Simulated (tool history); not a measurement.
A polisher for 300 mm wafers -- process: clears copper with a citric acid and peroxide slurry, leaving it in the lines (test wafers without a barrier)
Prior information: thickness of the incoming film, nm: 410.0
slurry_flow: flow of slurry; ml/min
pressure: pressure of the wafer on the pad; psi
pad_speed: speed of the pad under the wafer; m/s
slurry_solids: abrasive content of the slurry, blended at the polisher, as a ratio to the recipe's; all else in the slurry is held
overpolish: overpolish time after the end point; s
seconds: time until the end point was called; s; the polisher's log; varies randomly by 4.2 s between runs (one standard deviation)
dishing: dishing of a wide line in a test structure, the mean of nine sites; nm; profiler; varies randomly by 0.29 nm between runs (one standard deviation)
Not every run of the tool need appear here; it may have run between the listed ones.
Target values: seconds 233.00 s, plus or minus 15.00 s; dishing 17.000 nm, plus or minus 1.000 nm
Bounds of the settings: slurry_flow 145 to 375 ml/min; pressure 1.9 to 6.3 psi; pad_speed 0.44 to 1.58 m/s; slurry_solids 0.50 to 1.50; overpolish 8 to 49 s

run,hour,slurry_flow,pressure,pad_speed,slurry_solids,overpolish,seconds,dishing
1,0.0,240,4.1,1.00,1.00,25,136.93,49.588
2,6.4,240,3.9,0.96,1.00,23,153.81,43.102
3,9.7,240,3.1,0.96,1.00,23,187.43,36.407
4,17.9,240,3.1,0.96,0.85,23,200.93,35.394
5,22.0,240,2.9,0.94,0.95,21,212.96,30.507
6,24.7,240,2.9,0.82,0.95,21,235.81,26.987
7,32.3,245,2.9,0.82,1.00,19,238.17,24.951
8,39.9,245,2.9,0.82,1.05,18,234.99,24.131
9,43.4,245,2.9,0.82,1.05,17,236.15,22.803
10,44.9,245,2.9,0.82,1.05,16,236.75,22.041
11,46.4,245,2.9,0.82,1.05,15,233.61,20.853
12,48.1,245,2.9,0.82,1.05,14,233.60,19.538

Pick the move, out of 4, that brings all results within their allowed miss; only one does.
A,49.8,235,3.2,0.66,1.10,18,?,?
B,49.8,275,2.9,0.82,1.00,12,?,?
C,49.8,180,3.3,0.78,0.90,14,?,?
D,49.8,225,2.5,1.02,0.85,14,?,?

move,seconds,dishing
A,258.40,22.240
B,231.49,16.895
C,232.50,19.465
D,229.44,19.563
A: its largest miss is bigger than the last run's
B: all results in spec
C: as far off as the last run
D: as far off as the last run
B meets every target.

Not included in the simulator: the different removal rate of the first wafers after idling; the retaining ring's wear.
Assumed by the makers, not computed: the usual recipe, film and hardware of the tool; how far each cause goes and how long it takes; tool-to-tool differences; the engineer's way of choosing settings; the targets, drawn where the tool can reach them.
